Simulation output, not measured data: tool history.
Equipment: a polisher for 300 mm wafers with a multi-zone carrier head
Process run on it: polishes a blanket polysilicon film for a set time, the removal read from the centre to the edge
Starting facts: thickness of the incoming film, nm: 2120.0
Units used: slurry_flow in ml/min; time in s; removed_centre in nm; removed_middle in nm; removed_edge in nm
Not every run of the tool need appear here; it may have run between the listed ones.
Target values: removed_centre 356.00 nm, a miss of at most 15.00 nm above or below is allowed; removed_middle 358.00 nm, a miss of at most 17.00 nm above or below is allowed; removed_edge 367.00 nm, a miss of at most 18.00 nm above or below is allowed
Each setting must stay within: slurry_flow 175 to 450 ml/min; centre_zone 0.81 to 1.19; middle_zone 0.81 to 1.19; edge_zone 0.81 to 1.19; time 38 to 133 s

run 1 hour=0.0 | slurry_flow=290 centre_zone=1.00 middle_zone=1.00 edge_zone=1.00 time=85 | removed_centre=558.74 removed_middle=569.88 removed_edge=571.45
run 2 hour=4.1 | slurry_flow=290 centre_zone=1.00 middle_zone=0.94 edge_zone=1.00 time=85 | removed_centre=565.42 removed_middle=530.34 removed_edge=569.33
run 3 hour=5.4 | slurry_flow=250 centre_zone=1.00 middle_zone=0.94 edge_zone=1.00 time=85 | removed_centre=554.68 removed_middle=526.01 removed_edge=573.23
run 4 hour=13.0 | slurry_flow=250 centre_zone=1.00 middle_zone=0.88 edge_zone=1.00 time=85 | removed_centre=553.98 removed_middle=490.26 removed_edge=569.72
run 5 hour=13.8 | slurry_flow=255 centre_zone=0.99 middle_zone=0.89 edge_zone=0.99 time=80 | removed_centre=519.26 removed_middle=468.88 removed_edge=528.89
run 6 hour=16.1 | slurry_flow=200 centre_zone=0.99 middle_zone=0.89 edge_zone=0.99 time=80 | removed_centre=514.91 removed_middle=456.90 removed_edge=515.07
run 7 hour=18.8 | slurry_flow=200 centre_zone=0.97 middle_zone=0.89 edge_zone=0.98 time=77 | removed_centre=493.27 removed_middle=449.36 removed_edge=505.55
run 8 hour=22.0 | slurry_flow=200 centre_zone=0.96 middle_zone=0.90 edge_zone=0.97 time=73 | removed_centre=457.68 removed_middle=415.67 removed_edge=457.53
run 9 hour=27.9 | slurry_flow=200 centre_zone=0.94 middle_zone=0.90 edge_zone=0.96 time=71 | removed_centre=435.79 removed_middle=407.72 removed_edge=451.89
run 10 hour=33.5 | slurry_flow=200 centre_zone=0.93 middle_zone=0.91 edge_zone=0.95 time=69 | removed_centre=411.96 removed_middle=409.87 removed_edge=453.32

Which one of the following 5 next-run settings gets every result inside its allowed miss? There is exactly one.
run A hour=39.1 | slurry_flow=175 centre_zone=1.11 middle_zone=0.90 edge_zone=0.96 time=58 | removed_centre=? removed_middle=? removed_edge=?
run B hour=39.1 | slurry_flow=175 centre_zone=1.00 middle_zone=1.04 edge_zone=1.05 time=56 | removed_centre=? removed_middle=? removed_edge=?
run C hour=39.1 | slurry_flow=255 centre_zone=1.01 middle_zone=1.02 edge_zone=0.81 time=54 | removed_centre=? removed_middle=? removed_edge=?
run D hour=39.1 | slurry_flow=220 centre_zone=0.95 middle_zone=0.89 edge_zone=0.92 time=57 | removed_centre=? removed_middle=? removed_edge=?
run E hour=39.1 | slurry_flow=175 centre_zone=1.11 middle_zone=1.12 edge_zone=0.88 time=53 | removed_centre=? removed_middle=? removed_edge=?

move=A removed_centre=388.46 removed_middle=326.51 removed_edge=361.31
move=B removed_centre=350.26 removed_middle=356.04 removed_edge=361.32
move=C removed_centre=355.68 removed_middle=351.89 removed_edge=324.46
move=D removed_centre=354.60 removed_middle=326.48 removed_edge=356.01
move=E removed_centre=355.52 removed_middle=358.92 removed_edge=318.15
A: the furthest-off result lands on target, but another misses its tolerance
B: every result lands within tolerance
C: carries the result that was furthest off beyond its target, to the other side
D: the furthest-off result lands on target, but another misses its tolerance
E: carries the result that was furthest off beyond its target, to the other side
Answer: B

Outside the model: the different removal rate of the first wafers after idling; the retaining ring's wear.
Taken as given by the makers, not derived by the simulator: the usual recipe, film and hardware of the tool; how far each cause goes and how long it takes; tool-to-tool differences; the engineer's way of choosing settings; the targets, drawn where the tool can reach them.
